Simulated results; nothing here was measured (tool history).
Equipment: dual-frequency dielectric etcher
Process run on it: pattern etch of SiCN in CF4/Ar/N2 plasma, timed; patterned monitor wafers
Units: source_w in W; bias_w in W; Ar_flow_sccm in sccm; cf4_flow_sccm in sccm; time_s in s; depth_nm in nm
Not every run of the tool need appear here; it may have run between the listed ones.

| run | hour | source_w | bias_w | Ar_flow_sccm | cf4_flow_sccm | time_s | depth_nm |
|---|---|---|---|---|---|---|---|
| 1 | 0.0 | 570 | 94 | 126 | 61 | 59.0 | 67.078 |
| 2 | 8.7 | 600 | 95 | 126 | 61 | 59.0 | 70.784 |
| 3 | 14.7 | 620 | 95 | 126 | 61 | 59.0 | 72.242 |
| 4 | 23.1 | 630 | 95 | 126 | 61 | 59.0 | 73.084 |
| 5 | 24.1 | 630 | 87 | 126 | 61 | 59.0 | 70.801 |
| 6 | 26.0 | 630 | 87 | 126 | 66 | 59.0 | 70.772 |

The next listed run, before its measurement:
|  | 32.2 | Ar flow controller replaced |
| 7 | 32.2 | 630 | 87 | 126 | 66 | 59.0 | ? |

depth_nm: 72.162 nm
